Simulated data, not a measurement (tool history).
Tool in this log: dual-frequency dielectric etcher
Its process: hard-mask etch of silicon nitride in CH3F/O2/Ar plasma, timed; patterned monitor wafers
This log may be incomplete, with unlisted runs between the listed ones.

run	hour	source power (kW)	bias power (kW)	etch time (s)	mean etch depth across the wafer (nm)
1	0.0	0.280	0.065	151.5	104.94
2	5.7	0.280	0.055	151.5	100.93
3	14.4	0.280	0.055	151.5	100.28
4	23.1	0.310	0.056	151.5	107.60
5	28.5	0.310	0.056	138.0	97.86
6	37.1	0.340	0.056	138.0	102.37
7	42.3	0.350	0.060	139.0	106.16

What will run 8 give?
8	49.3	0.390	0.069	141.0	?

{"run 8": {"mean etch depth across the wafer (nm)": 119.25}}
